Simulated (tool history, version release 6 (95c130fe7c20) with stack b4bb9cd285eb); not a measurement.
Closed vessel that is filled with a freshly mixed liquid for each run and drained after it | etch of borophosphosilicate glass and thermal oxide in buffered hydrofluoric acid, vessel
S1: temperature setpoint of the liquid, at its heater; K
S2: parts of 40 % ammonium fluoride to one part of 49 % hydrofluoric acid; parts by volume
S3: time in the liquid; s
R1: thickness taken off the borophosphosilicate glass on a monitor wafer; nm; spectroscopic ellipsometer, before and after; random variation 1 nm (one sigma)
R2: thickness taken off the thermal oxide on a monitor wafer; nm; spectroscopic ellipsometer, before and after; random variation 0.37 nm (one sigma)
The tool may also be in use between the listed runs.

run	hour	S1	S2	S3	R1	R2
1	0	297.15	15.5	60	83.361	40.657
2	6.9	300.65	15.5	60	100.87	48.437
3	7.8	301.15	15.5	60	104.71	51.391
4	12.1	301.65	15.5	60	106.15	52.434
5	19.2	301.65	15.5	85	149.05	73.295
6	25.1	300.15	15.5	85	139.45	68.05
7	30.4	299.15	15.5	85	131.12	64.766

Forecast run 8:
8	31.3	298.65	15.5	85	?	?

{"run 8": {"R1": 127.13, "R2": 61.65}}
